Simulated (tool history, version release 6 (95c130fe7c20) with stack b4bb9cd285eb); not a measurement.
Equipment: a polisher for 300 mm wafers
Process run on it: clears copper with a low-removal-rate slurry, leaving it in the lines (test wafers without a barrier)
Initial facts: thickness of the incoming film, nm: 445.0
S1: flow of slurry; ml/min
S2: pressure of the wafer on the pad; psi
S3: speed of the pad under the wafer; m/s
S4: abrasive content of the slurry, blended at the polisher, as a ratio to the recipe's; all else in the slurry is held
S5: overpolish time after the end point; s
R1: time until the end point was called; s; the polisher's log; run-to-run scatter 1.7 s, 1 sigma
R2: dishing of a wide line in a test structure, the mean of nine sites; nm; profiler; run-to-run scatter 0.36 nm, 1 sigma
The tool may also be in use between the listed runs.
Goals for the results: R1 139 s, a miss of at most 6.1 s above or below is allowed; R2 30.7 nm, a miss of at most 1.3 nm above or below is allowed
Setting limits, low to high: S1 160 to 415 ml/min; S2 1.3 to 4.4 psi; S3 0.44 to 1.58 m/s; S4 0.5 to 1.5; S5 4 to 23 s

{"run": 1, "hour": 0.0, "S1": 265, "S2": 2.8, "S3": 1, "S4": 1, "S5": 12, "R1": 192.38, "R2": 23.015}
{"run": 2, "hour": 4.3, "S1": 265, "S2": 2.8, "S3": 1, "S4": 0.8, "S5": 12, "R1": 197.22, "R2": 22.232}
{"run": 3, "hour": 12.6, "S1": 265, "S2": 2.8, "S3": 1, "S4": 0.8, "S5": 15, "R1": 196.42, "R2": 27.467}
{"run": 4, "hour": 16.4, "S1": 260, "S2": 3.1, "S3": 1, "S4": 0.8, "S5": 14, "R1": 185.38, "R2": 27.729}
{"run": 5, "hour": 23.3, "S1": 275, "S2": 3.4, "S3": 1.02, "S4": 0.8, "S5": 13, "R1": 169.78, "R2": 27.424}
{"run": 6, "hour": 27.5, "S1": 275, "S2": 3.7, "S3": 1.02, "S4": 0.8, "S5": 13, "R1": 158.14, "R2": 28.732}
{"run": 7, "hour": 29.1, "S1": 275, "S2": 3.9, "S3": 1.02, "S4": 0.8, "S5": 13, "R1": 157.21, "R2": 30.733}
{"run": 8, "hour": 33.3, "S1": 275, "S2": 4.1, "S3": 1.04, "S4": 0.75, "S5": 12, "R1": 146.07, "R2": 29.687}

Which of these 4 next moves meets every target?
{"run": "A", "hour": 37.5, "S1": 300, "S2": 4.2, "S3": 0.9, "S4": 0.85, "S5": 12, "R1": "?", "R2": "?"}
{"run": "B", "hour": 37.5, "S1": 250, "S2": 4, "S3": 1, "S4": 0.75, "S5": 12, "R1": "?", "R2": "?"}
{"run": "C", "hour": 37.5, "S1": 260, "S2": 3.9, "S3": 1.14, "S4": 0.75, "S5": 12, "R1": "?", "R2": "?"}
{"run": "D", "hour": 37.5, "S1": 260, "S2": 4, "S3": 1.08, "S4": 0.5, "S5": 13, "R1": "?", "R2": "?"}

move=A R1=158.04 R2=27.384
move=B R1=154.32 R2=27.954
move=C R1=138.8 R2=30.749
move=D R1=150.7 R2=30.709
A: misses by more than the last run did
B: misses by more than the last run did
C: in spec on every target
D: misses by more than the last run did
C meets every target.
